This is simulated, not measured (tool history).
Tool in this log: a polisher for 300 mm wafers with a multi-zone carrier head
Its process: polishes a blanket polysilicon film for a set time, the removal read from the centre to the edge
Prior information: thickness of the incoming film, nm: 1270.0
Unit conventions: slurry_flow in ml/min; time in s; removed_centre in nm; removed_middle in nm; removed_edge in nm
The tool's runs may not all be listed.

| run | hour | slurry_flow | centre_zone | middle_zone | edge_zone | time | removed_centre | removed_middle | removed_edge |
|---|---|---|---|---|---|---|---|---|---|
| 1 | 0 | 280 | 1 | 1 | 1 | 84 | 532.71 | 512.26 | 520.79 |
| 2 | 0.7 | 280 | 1 | 1 | 1.03 | 86 | 531.84 | 528.23 | 541.89 |
| 3 | 8.6 | 280 | 1 | 1 | 1.03 | 78 | 491.36 | 467.46 | 484.74 |
| 4 | 12.6 | 325 | 1 | 1 | 1.03 | 78 | 501.2 | 484.29 | 491.76 |
| 5 | 15.8 | 320 | 1 | 0.99 | 1.04 | 81 | 506.82 | 491.26 | 512 |
| 6 | 21.4 | 320 | 1 | 0.95 | 1.04 | 81 | 510.73 | 472.01 | 502.37 |
| 7 | 26.3 | 310 | 1.01 | 0.96 | 1.06 | 84 | 534.71 | 512.45 | 532.19 |
| 8 | 31.4 | 305 | 1.01 | 0.94 | 1.07 | 86 | 558.23 | 504.66 | 555.26 |
| 9 | 32 | 305 | 1.01 | 0.95 | 1.08 | 87 | 565.52 | 508.19 | 547.58 |
| 10 | 37.7 | 300 | 1 | 0.95 | 1.08 | 89 | 562.84 | 528.44 | 571.31 |
| 11 | 44 | 300 | 1 | 0.95 | 1.09 | 90 | 563.64 | 544 | 573.84 |

What does the tool deliver on the next run?
| 12 | 45.8 | 295 | 1 | 0.94 | 1.1 | 92 | ? | ? | ? |

removed_centre: 567.13 nm
removed_middle: 530.53 nm
removed_edge: 589.5 nm
